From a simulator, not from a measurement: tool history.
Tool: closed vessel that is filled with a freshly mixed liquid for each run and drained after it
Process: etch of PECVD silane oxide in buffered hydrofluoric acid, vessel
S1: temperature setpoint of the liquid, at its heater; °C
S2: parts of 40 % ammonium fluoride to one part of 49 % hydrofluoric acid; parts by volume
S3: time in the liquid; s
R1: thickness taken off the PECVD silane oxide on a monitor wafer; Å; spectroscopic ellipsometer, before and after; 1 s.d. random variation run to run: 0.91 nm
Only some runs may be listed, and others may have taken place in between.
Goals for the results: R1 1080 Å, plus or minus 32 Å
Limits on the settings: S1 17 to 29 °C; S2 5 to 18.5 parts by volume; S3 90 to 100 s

run,day,S1,S2,S3,R1
1,0,21,11.5,90,1295.7
2,0.05,21,13,90,1144
3,0.308,21,11.5,90,1303.9
4,0.65,23.5,11.5,90,1468.9
5,0.938,25.5,11.5,90,1657.3
6,1.029,25.5,11.5,100,1839.8
7,1.379,23.5,12,100,1570.7
8,1.588,22,12,100,1463.8

Pick the move, out of 5, that brings all results within their allowed miss; only one does.
A,1.796,22.5,14,90,?
B,1.796,17.5,12,90,?
C,1.796,20,7.5,100,?
D,1.796,17.5,12.5,100,?
E,1.796,21.5,13.5,95,?

move,R1
A,1150.4
B,1011.1
C,2012.8
D,1079.4
E,1190.8
A: closer than the last run, but not yet in spec
B: moves the result that the last run missed by most past its target, out the other side
C: moves away from the targets compared with the last run
D: every result within its allowed miss
E: closer than the last run, but not yet in spec
D is the move that brings every result within its allowed miss.
